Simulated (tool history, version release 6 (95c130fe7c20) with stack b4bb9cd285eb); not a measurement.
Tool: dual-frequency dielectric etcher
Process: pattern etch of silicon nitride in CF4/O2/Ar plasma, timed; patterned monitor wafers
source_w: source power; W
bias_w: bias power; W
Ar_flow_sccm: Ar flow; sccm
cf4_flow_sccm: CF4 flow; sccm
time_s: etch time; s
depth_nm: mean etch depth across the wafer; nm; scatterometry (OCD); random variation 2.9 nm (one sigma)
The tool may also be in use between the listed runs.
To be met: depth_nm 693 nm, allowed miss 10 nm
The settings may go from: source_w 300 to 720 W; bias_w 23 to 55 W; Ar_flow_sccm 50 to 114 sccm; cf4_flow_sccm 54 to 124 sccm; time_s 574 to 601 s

run,hour,source_w,bias_w,Ar_flow_sccm,cf4_flow_sccm,time_s,depth_nm
1,0,510,39,82,89,574,1107.5
2,6,460,37,83,89,574,976.82
3,9.9,460,37,83,82,574,961.91
4,18.2,460,37,70,82,574,982.69
5,23,500,37,70,82,574,1069.1
6,24.8,460,36,70,82,574,966.94
7,33.6,430,36,70,82,574,901.27
8,38.4,400,36,70,82,574,834.75
9,45.6,380,36,70,82,574,785.11
10,53.7,370,36,70,82,574,760.79
11,60.8,360,36,70,82,574,733.35
12,66.9,350,36,70,82,574,703.43

Which of these 5 next moves meets every target?
A,73,350,37,62,81,574,?
B,73,340,38,74,90,576.5,?
C,73,320,40,62,86,581.5,?
D,73,330,41,60,83,574,?
E,73,370,36,72,58,581.5,?

move,depth_nm
A,718.95
B,705.99
C,675.87
D,695.62
E,721.9
A: further off than the last run
B: further off than the last run
C: takes the result that was furthest off past its target
D: meets every target
E: further off than the last run
Move D is the one to make.
